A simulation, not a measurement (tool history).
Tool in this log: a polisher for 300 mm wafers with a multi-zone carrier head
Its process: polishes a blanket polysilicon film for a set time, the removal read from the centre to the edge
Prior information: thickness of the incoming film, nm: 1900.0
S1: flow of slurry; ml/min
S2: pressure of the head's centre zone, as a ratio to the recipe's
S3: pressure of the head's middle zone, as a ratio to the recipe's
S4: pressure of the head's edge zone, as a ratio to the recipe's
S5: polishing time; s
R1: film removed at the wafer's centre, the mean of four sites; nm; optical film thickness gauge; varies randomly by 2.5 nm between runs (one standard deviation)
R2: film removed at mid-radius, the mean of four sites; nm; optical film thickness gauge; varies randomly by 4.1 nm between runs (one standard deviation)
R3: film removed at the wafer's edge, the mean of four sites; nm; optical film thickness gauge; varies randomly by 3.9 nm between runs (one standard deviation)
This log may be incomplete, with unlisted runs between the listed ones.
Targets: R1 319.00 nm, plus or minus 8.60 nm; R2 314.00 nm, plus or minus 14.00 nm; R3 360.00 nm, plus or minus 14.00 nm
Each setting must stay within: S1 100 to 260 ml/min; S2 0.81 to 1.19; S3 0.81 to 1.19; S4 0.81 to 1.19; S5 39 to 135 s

Run 1, hour 0.0: S1 165 ml/min, S2 1.00, S3 1.00, S4 1.00, S5 87 s. Result: R1 475.68 nm, R2 441.65 nm, R3 427.36 nm.
Run 2, hour 5.6: S1 165 ml/min, S2 1.00, S3 1.03, S4 1.00, S5 87 s. Result: R1 471.05 nm, R2 444.84 nm, R3 433.65 nm.
Run 3, hour 6.1: S1 155 ml/min, S2 0.97, S3 0.99, S4 1.04, S5 83 s. Result: R1 435.32 nm, R2 410.84 nm, R3 408.71 nm.
Run 4, hour 13.4: S1 155 ml/min, S2 0.97, S3 0.94, S4 1.04, S5 83 s. Result: R1 429.36 nm, R2 394.04 nm, R3 413.70 nm.
Run 5, hour 21.5: S1 155 ml/min, S2 0.97, S3 0.94, S4 1.04, S5 90 s. Result: R1 467.43 nm, R2 419.92 nm, R3 453.43 nm.
Run 6, hour 23.8: S1 145 ml/min, S2 0.94, S3 0.92, S4 1.04, S5 87 s. Result: R1 434.67 nm, R2 397.23 nm, R3 425.58 nm.
At hour 27.3: centre zone pressure recalibrated.
Run 7, hour 27.3: S1 140 ml/min, S2 0.91, S3 0.90, S4 1.06, S5 84 s. Result: R1 370.42 nm, R2 374.24 nm, R3 416.67 nm.
Run 8, hour 28.0: S1 135 ml/min, S2 0.91, S3 0.88, S4 1.04, S5 83 s. Result: R1 358.77 nm, R2 361.23 nm, R3 410.48 nm.
Run 9, hour 35.9: S1 135 ml/min, S2 0.92, S3 0.87, S4 1.02, S5 81 s. Result: R1 356.60 nm, R2 349.11 nm, R3 390.46 nm.
Run 10, hour 40.0: S1 130 ml/min, S2 0.92, S3 0.86, S4 1.01, S5 80 s. Result: R1 343.84 nm, R2 335.90 nm, R3 385.26 nm.
Run 11, hour 44.9: S1 125 ml/min, S2 0.92, S3 0.86, S4 0.99, S5 80 s. Result: R1 343.62 nm, R2 331.90 nm, R3 386.02 nm.
Run 12, hour 53.0: S1 125 ml/min, S2 0.92, S3 0.86, S4 0.98, S5 79 s. Result: R1 338.62 nm, R2 334.36 nm, R3 371.81 nm.
Run 13, hour 56.3: S1 120 ml/min, S2 0.92, S3 0.85, S4 0.97, S5 79 s. Result: R1 328.90 nm, R2 323.06 nm, R3 364.02 nm.
Run 14, hour 60.3: S1 115 ml/min, S2 0.92, S3 0.85, S4 0.97, S5 79 s. Result: R1 329.53 nm, R2 314.78 nm, R3 365.18 nm.

5 candidate next runs follow, results not yet known. Just one meets every target within its allowed miss. Identify it.
Run A, hour 64.3: S1 110 ml/min, S2 0.98, S3 0.81, S4 0.98, S5 78 s. Result: R1 ?, R2 ?, R3 ?.
Run B, hour 64.3: S1 115 ml/min, S2 0.93, S3 0.81, S4 0.98, S5 80 s. Result: R1 ?, R2 ?, R3 ?.
Run C, hour 64.3: S1 100 ml/min, S2 0.97, S3 0.82, S4 0.97, S5 84 s. Result: R1 ?, R2 ?, R3 ?.
Run D, hour 64.3: S1 140 ml/min, S2 0.96, S3 0.85, S4 0.89, S5 75 s. Result: R1 ?, R2 ?, R3 ?.
Run E, hour 64.3: S1 105 ml/min, S2 0.90, S3 0.84, S4 0.92, S5 81 s. Result: R1 ?, R2 ?, R3 ?.

move      R1      R2      R3
   A  345.44  298.15  356.65
   B  341.31  310.01  369.17
   C  355.08  314.32  374.37
   D  350.44  318.23  344.67
   E  323.69  314.42  357.04
A: moves away from the targets compared with the last run
B: moves away from the targets compared with the last run
C: moves away from the targets compared with the last run
D: moves away from the targets compared with the last run
E: meets every target
E meets every target.

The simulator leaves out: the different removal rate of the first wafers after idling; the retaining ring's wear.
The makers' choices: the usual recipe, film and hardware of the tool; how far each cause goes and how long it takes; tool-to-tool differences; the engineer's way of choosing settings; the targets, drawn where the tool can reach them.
